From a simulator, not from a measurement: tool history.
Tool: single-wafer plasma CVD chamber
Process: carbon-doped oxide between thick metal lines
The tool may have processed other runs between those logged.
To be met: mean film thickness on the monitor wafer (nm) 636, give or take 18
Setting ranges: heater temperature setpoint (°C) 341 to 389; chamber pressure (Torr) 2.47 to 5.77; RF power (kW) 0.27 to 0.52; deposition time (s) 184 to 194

| run | hour | heater temperature setpoint (°C) | chamber pressure (Torr) | RF power (kW) | deposition time (s) | mean film thickness on the monitor wafer (nm) |
|---|---|---|---|---|---|---|
| 1 | 0 | 365 | 4.12 | 0.395 | 194 | 781.78 |
| 2 | 7.8 | 365 | 4.62 | 0.395 | 194 | 790.6 |
| 3 | 13.3 | 365 | 4.6 | 0.385 | 193 | 769.68 |
| 4 | 22.3 | 365 | 4.59 | 0.375 | 192 | 743.73 |
| 5 | 31.1 | 365 | 4.58 | 0.37 | 192 | 734.6 |
| 6 | 39 | 365 | 4.57 | 0.365 | 192 | 722.23 |
| 7 | 41.6 | 365 | 4.56 | 0.36 | 192 | 713.01 |
| 8 | 48.5 | 365 | 4.54 | 0.355 | 192 | 699.78 |
| 9 | 52.4 | 365 | 4.51 | 0.35 | 192 | 691.49 |
| 10 | 58.5 | 365 | 4.51 | 0.35 | 192 | 687.5 |
| 11 | 62.6 | 365 | 4.47 | 0.35 | 192 | 689.78 |
| 12 | 64.5 | 365 | 4.44 | 0.345 | 192 | 680.97 |
| 13 | 70 | 365 | 4.42 | 0.345 | 192 | 679.76 |
| 14 | 72.9 | 365 | 4.39 | 0.345 | 192 | 676.71 |
| 15 | 74.9 | 365 | 4.35 | 0.345 | 192 | 677.11 |
| 16 | 83.1 | 365 | 4.32 | 0.345 | 192 | 675.1 |
| 17 | 84.5 | 365 | 4.28 | 0.345 | 192 | 673.63 |
| 18 | 87.7 | 365 | 4.24 | 0.345 | 192 | 672.77 |
| 19 | 93.2 | 365 | 4.2 | 0.345 | 192 | 674.6 |
| 20 | 94.9 | 365 | 4.18 | 0.345 | 192 | 674.26 |
| 21 | 101.6 | 365 | 4.16 | 0.345 | 192 | 673 |
| 22 | 108.3 | 365 | 4.13 | 0.345 | 192 | 668.79 |
| 23 | 114.1 | 365 | 4.09 | 0.345 | 192 | 667.3 |
| 24 | 122.3 | 365 | 4.05 | 0.345 | 192 | 670.99 |
| 25 | 123.4 | 365 | 4.03 | 0.345 | 192 | 670.92 |

Exactly one of the 4 candidate moves below puts every result within its allowed miss. Which one?
| A | 124.5 | 373 | 4.12 | 0.375 | 184 | ? |
| B | 124.5 | 370 | 3.81 | 0.33 | 194 | ? |
| C | 124.5 | 354 | 4.4 | 0.33 | 194 | ? |
| D | 124.5 | 379 | 4.02 | 0.355 | 194 | ? |

| move | mean film thickness on the monitor wafer (nm) |
|---|---|
| A | 691.94 |
| B | 635.28 |
| C | 670.86 |
| D | 678.84 |
A: its largest miss is bigger than the last run's
B: every result lands within tolerance
C: no better and no worse than the last run
D: its largest miss is bigger than the last run's
B meets every target.

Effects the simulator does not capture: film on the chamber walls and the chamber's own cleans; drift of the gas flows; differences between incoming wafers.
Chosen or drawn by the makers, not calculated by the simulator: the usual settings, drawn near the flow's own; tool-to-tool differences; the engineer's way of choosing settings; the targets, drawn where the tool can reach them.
